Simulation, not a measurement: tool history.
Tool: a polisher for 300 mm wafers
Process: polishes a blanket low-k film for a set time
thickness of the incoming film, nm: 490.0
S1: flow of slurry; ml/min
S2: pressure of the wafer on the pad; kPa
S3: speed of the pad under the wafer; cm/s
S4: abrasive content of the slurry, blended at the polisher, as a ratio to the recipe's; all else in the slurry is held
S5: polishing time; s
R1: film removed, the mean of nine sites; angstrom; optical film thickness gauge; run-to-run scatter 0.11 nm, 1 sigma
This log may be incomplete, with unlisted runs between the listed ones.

{"run": 1, "hour": 0.0, "S1": 230, "S2": 12.4, "S3": 126, "S4": 1, "S5": 52, "R1": 227.98}
{"run": 2, "hour": 8.4, "S1": 175, "S2": 12.4, "S3": 126, "S4": 1, "S5": 52, "R1": 224.54}
{"run": 3, "hour": 11.7, "S1": 175, "S2": 11.7, "S3": 124, "S4": 1, "S5": 52, "R1": 207.09}
{"run": 4, "hour": 16.6, "S1": 175, "S2": 11, "S3": 124, "S4": 1, "S5": 52, "R1": 197.44}
{"run": 5, "hour": 17.8, "S1": 175, "S2": 11, "S3": 106, "S4": 1, "S5": 52, "R1": 173.45}
{"run": 6, "hour": 22.6, "S1": 175, "S2": 10.3, "S3": 106, "S4": 1, "S5": 52, "R1": 163.54}
{"run": 7, "hour": 31.2, "S1": 175, "S2": 9.7, "S3": 106, "S4": 1, "S5": 52, "R1": 154.98}

For run 8, what comes out?
{"run": 8, "hour": 36.3, "S1": 175, "S2": 9, "S3": 106, "S4": 1, "S5": 52, "R1": "?"}

R1: 143.52 angstrom

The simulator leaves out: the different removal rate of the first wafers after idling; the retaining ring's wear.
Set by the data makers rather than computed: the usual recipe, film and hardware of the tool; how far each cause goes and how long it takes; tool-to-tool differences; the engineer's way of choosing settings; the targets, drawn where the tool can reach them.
